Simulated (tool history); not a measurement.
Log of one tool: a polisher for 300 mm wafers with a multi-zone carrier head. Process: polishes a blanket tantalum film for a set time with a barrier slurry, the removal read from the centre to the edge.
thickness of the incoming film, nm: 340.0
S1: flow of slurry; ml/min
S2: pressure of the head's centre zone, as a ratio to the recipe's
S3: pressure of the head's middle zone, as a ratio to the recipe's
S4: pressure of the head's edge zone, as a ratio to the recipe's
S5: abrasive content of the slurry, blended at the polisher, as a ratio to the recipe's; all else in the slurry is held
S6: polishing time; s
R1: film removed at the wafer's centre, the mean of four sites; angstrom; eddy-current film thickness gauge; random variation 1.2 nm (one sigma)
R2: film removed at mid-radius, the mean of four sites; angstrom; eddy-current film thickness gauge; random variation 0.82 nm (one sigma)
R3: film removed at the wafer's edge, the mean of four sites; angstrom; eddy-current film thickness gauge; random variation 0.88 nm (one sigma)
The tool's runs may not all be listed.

run	hour	S1	S2	S3	S4	S5	S6	R1	R2	R3
1	0.0	220	1.00	1.00	1.00	1.00	61	1198.2	1198.9	1232.0
2	0.6	220	1.00	0.99	0.98	0.95	61	1183.6	1183.7	1231.8
3	7.9	220	1.01	0.99	0.97	0.90	60	1190.0	1148.7	1165.8
4	15.5	220	1.01	0.99	0.97	0.90	71	1377.7	1365.8	1378.1
5	23.2	220	1.01	0.98	0.96	0.85	69	1340.6	1274.9	1320.3
6	30.5	220	1.01	0.98	0.96	0.95	69	1371.7	1336.3	1351.0
7	38.2	220	1.01	0.98	0.95	0.90	68	1324.9	1300.2	1326.8

The next listed run, before its measurement:
8	40.3	220	1.01	0.98	0.95	0.85	66	?	?	?

Run 8 gave R1 1272.3 angstrom, R2 1251.0 angstrom, R3 1259.2 angstrom.

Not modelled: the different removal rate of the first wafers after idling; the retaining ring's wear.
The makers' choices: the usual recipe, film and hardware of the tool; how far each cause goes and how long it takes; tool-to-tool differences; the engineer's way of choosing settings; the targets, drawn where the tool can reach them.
